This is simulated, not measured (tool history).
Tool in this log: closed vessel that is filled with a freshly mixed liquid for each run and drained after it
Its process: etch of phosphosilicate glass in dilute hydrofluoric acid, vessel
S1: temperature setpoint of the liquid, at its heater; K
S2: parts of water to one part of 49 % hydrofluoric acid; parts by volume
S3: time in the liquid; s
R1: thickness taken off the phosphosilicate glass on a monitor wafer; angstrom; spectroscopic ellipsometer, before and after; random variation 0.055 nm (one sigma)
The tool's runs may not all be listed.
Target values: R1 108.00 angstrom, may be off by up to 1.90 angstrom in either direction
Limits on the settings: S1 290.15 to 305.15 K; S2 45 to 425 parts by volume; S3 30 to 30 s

| run | hour | S1 | S2 | S3 | R1 |
|---|---|---|---|---|---|
| 1 | 0.0 | 297.15 | 235 | 30 | 157.59 |
| 2 | 8.6 | 300.15 | 235 | 30 | 175.85 |
| 3 | 10.8 | 300.15 | 235 | 30 | 174.67 |
| 4 | 19.3 | 297.65 | 240 | 30 | 157.72 |
| 5 | 22.0 | 295.65 | 245 | 30 | 142.93 |
| 6 | 25.7 | 294.15 | 250 | 30 | 131.27 |
| 7 | 31.7 | 293.15 | 255 | 30 | 122.80 |
| 8 | 33.1 | 292.15 | 255 | 30 | 118.97 |
| 9 | 34.3 | 292.15 | 255 | 30 | 117.67 |

Of the 4 settings listed for the next run, only one would bring every result within its allowed miss of target. Which one?
| A | 35.5 | 294.65 | 295 | 30 | ? |
| B | 35.5 | 291.65 | 285 | 30 | ? |
| C | 35.5 | 290.65 | 255 | 30 | ? |
| D | 35.5 | 290.15 | 250 | 30 | ? |

| move | R1 |
|---|---|
| A | 107.79 |
| B | 100.84 |
| C | 111.39 |
| D | 111.93 |
A: every result within its allowed miss
B: the result that was furthest off in the last run now lies on the other side of its target
C: closes in on the targets versus the last run, not all within tolerance yet
D: closes in on the targets versus the last run, not all within tolerance yet
Go with A: it meets all targets.
